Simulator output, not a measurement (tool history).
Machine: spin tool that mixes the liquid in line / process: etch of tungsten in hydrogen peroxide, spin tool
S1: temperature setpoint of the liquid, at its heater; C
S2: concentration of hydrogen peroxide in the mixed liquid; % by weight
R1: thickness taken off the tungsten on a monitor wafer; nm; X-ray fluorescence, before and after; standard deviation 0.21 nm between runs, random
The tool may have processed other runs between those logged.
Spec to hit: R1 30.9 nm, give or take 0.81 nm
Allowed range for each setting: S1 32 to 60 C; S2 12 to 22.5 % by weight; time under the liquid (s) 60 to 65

{"run": 1, "hour": 0.0, "S1": 44, "S2": 15.5, "time under the liquid (s)": 60, "R1": 41.544}
{"run": 2, "hour": 7.8, "S1": 37, "S2": 15.5, "time under the liquid (s)": 60, "R1": 26.667}
{"run": 3, "hour": 10.0, "S1": 37, "S2": 13, "time under the liquid (s)": 60, "R1": 24.358}
{"run": 4, "hour": 15.4, "S1": 38, "S2": 13, "time under the liquid (s)": 60, "R1": 25.902}
{"run": 5, "hour": 16.6, "S1": 38.5, "S2": 13, "time under the liquid (s)": 60, "R1": 27.153}
{"hour": 22.2, "done": "thermometer replaced"}
{"run": 6, "hour": 22.2, "S1": 39, "S2": 13, "time under the liquid (s)": 60, "R1": 24.309}
{"run": 7, "hour": 23.3, "S1": 40.5, "S2": 13, "time under the liquid (s)": 60, "R1": 26.455}
{"run": 8, "hour": 27.0, "S1": 41.5, "S2": 13, "time under the liquid (s)": 60, "R1": 28.479}
{"run": 9, "hour": 30.5, "S1": 42, "S2": 13, "time under the liquid (s)": 60, "R1": 29.344}

Consider the 5 candidate settings below. Which is the only one whose results all fall within their allowed miss of target?
{"run": "A", "hour": 34.0, "S1": 40, "S2": 14, "time under the liquid (s)": 65, "R1": "?"}
{"run": "B", "hour": 34.0, "S1": 41, "S2": 12.5, "time under the liquid (s)": 65, "R1": "?"}
{"run": "C", "hour": 34.0, "S1": 39.5, "S2": 13, "time under the liquid (s)": 65, "R1": "?"}
{"run": "D", "hour": 34.0, "S1": 41, "S2": 15, "time under the liquid (s)": 60, "R1": "?"}
{"run": "E", "hour": 34.0, "S1": 42.5, "S2": 13.5, "time under the liquid (s)": 60, "R1": "?"}

move=A R1=29.151
move=B R1=29.392
move=C R1=27.19
move=D R1=29.72
move=E R1=31.053
A: moves away from the targets compared with the last run
B: no nearer and no further than the last run
C: moves away from the targets compared with the last run
D: nearer the targets than the last run, but a result is still out of spec
E: in spec on every target
So the answer is move E, the one that meets all the targets.
